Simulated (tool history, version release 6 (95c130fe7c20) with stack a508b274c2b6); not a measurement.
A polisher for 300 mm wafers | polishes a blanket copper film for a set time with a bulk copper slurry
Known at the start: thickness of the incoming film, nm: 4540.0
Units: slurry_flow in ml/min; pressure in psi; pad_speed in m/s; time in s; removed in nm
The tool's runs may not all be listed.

run,day,slurry_flow,pressure,pad_speed,slurry_solids,time,removed
1,0,210,3.5,1.02,1,23,281.93
2,0.096,190,3.5,1.02,1,23,282.69
3,0.317,190,3.5,1.02,1,20,245.15
4,0.521,180,3.4,1.02,1,20,234.86
5,0.542,230,3.4,1.02,1,20,247.65
6,0.817,255,3.4,1.02,1,20,249.33
7,1.004,255,3.4,1.02,1,20,245.71
8,1.125,255,3.3,1.02,1,20,239.76
9,1.238,255,3.2,1.02,1,20,236.1

The next listed run, before its measurement:
10,1.421,255,3.1,1.02,1,20,?

{"run 10": {"removed": 224.91}}
